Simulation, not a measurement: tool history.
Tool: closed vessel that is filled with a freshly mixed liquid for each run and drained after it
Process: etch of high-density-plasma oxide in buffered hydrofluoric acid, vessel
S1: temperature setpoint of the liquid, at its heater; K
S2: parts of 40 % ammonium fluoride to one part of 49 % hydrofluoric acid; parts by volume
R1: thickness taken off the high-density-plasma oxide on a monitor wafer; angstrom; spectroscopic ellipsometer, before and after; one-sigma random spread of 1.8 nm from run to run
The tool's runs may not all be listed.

Run 1, hour 0: S1 294.15 K, S2 10 parts by volume, time in the liquid (s) 105. Result: R1 1114.4 angstrom.
Run 2, hour 2.6: S1 296.65 K, S2 9 parts by volume, time in the liquid (s) 105. Result: R1 1383.6 angstrom.
Run 3, hour 4.5: S1 298.15 K, S2 8.5 parts by volume, time in the liquid (s) 105. Result: R1 1564.8 angstrom.
Run 4, hour 13.2: S1 299.65 K, S2 8 parts by volume, time in the liquid (s) 105. Result: R1 1846.1 angstrom.
Run 5, hour 14.9: S1 299.65 K, S2 8 parts by volume, time in the liquid (s) 110. Result: R1 1933.2 angstrom.
Run 6, hour 21.8: S1 297.65 K, S2 8 parts by volume, time in the liquid (s) 110. Result: R1 1721 angstrom.
Run 7, hour 25.5: S1 298.65 K, S2 8 parts by volume, time in the liquid (s) 110. Result: R1 1808.4 angstrom.

Run 8 has not been measured yet. What should we expect?
Run 8, hour 26.6: S1 299.65 K, S2 8 parts by volume, time in the liquid (s) 110. Result: R1 ?.

R1: 1909.6 angstrom

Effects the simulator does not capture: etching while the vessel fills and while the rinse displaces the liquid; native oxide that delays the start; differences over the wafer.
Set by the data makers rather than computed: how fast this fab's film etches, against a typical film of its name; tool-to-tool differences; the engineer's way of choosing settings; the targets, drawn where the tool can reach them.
